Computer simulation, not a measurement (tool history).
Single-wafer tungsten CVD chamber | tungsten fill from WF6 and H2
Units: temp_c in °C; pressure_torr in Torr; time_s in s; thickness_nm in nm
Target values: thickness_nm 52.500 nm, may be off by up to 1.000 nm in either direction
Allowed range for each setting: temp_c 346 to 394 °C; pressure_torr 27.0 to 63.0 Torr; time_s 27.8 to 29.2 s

Run 1, hour 0.0: temp_c 370 °C, pressure_torr 45.0 Torr, time_s 29.2 s. Result: thickness_nm 58.235 nm.
Run 2, hour 4.1: temp_c 370 °C, pressure_torr 45.0 Torr, time_s 29.2 s. Result: thickness_nm 58.670 nm.
Run 3, hour 12.1: temp_c 369 °C, pressure_torr 45.0 Torr, time_s 29.2 s. Result: thickness_nm 57.060 nm.
Run 4, hour 14.7: temp_c 359 °C, pressure_torr 45.0 Torr, time_s 29.2 s. Result: thickness_nm 44.416 nm.
Run 5, hour 17.9: temp_c 360 °C, pressure_torr 45.0 Torr, time_s 29.2 s. Result: thickness_nm 45.742 nm.
Run 6, hour 24.0: temp_c 360 °C, pressure_torr 48.0 Torr, time_s 29.2 s. Result: thickness_nm 46.685 nm.
Run 7, hour 28.3: temp_c 361 °C, pressure_torr 48.0 Torr, time_s 29.2 s. Result: thickness_nm 48.138 nm.
Run 8, hour 30.2: temp_c 362 °C, pressure_torr 48.0 Torr, time_s 29.2 s. Result: thickness_nm 49.178 nm.

Consider the 5 candidate settings below. Which is the only one whose results all fall within their allowed miss of target?
Run A, hour 32.1: temp_c 356 °C, pressure_torr 47.6 Torr, time_s 29.2 s. Result: thickness_nm ?.
Run B, hour 32.1: temp_c 362 °C, pressure_torr 50.5 Torr, time_s 28.3 s. Result: thickness_nm ?.
Run C, hour 32.1: temp_c 367 °C, pressure_torr 47.7 Torr, time_s 29.2 s. Result: thickness_nm ?.
Run D, hour 32.1: temp_c 364 °C, pressure_torr 48.8 Torr, time_s 29.2 s. Result: thickness_nm ?.
Run E, hour 32.1: temp_c 364 °C, pressure_torr 54.8 Torr, time_s 29.2 s. Result: thickness_nm ?.

move  thickness_nm
   A        42.297
   B        48.918
   C        55.765
   D        52.289
   E        54.912
A: misses by more than the last run did
B: misses by more than the last run did
C: takes the biggest miss from the last run beyond its target
D: all results land within tolerance of their targets
E: takes the biggest miss from the last run beyond its target
D is the move that brings every result within its allowed miss.

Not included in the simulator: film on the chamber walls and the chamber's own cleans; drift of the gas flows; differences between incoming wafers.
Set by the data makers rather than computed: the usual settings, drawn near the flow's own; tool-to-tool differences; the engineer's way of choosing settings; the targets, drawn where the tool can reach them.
